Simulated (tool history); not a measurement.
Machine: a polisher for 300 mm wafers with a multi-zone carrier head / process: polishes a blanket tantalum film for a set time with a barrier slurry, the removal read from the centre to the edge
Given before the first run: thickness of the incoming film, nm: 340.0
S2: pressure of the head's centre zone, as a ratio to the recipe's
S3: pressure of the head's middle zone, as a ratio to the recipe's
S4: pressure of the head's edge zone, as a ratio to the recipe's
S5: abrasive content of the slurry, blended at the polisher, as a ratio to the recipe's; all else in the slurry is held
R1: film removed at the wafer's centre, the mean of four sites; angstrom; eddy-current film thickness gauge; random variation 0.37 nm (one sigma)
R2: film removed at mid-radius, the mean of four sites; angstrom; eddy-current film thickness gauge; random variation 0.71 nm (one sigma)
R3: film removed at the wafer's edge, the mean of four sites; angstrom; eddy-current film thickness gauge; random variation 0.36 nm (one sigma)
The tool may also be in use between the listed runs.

run 1 day=0.000 | flow_of_slurry_(ml/min)=275 S2=1.00 S3=1.00 S4=1.00 S5=1.00 polishing_time_(s)=50 | R1=551.92 R2=553.58 R3=552.74
run 2 day=0.083 | flow_of_slurry_(ml/min)=335 S2=1.00 S3=1.00 S4=1.00 S5=1.00 polishing_time_(s)=50 | R1=561.08 R2=549.90 R3=559.53
run 3 day=0.350 | flow_of_slurry_(ml/min)=335 S2=1.00 S3=1.00 S4=0.92 S5=1.00 polishing_time_(s)=50 | R1=554.82 R2=566.16 R3=539.89
run 4 day=0.612 | flow_of_slurry_(ml/min)=335 S2=1.01 S3=0.97 S4=0.89 S5=0.95 polishing_time_(s)=50 | R1=556.84 R2=539.73 R3=530.21
run 5 day=0.821 | flow_of_slurry_(ml/min)=335 S2=1.01 S3=0.97 S4=0.89 S5=0.95 polishing_time_(s)=55 | R1=621.61 R2=612.57 R3=593.22
run 6 day=1.050 | flow_of_slurry_(ml/min)=335 S2=1.01 S3=1.00 S4=0.89 S5=0.95 polishing_time_(s)=55 | R1=612.77 R2=602.60 R3=582.22

Expected results for the next run?
run 7 day=1.296 | flow_of_slurry_(ml/min)=265 S2=1.03 S3=0.95 S4=0.84 S5=0.70 polishing_time_(s)=53 | R1=? R2=? R3=?

R1: 539.30 angstrom
R2: 496.56 angstrom
R3: 493.02 angstrom

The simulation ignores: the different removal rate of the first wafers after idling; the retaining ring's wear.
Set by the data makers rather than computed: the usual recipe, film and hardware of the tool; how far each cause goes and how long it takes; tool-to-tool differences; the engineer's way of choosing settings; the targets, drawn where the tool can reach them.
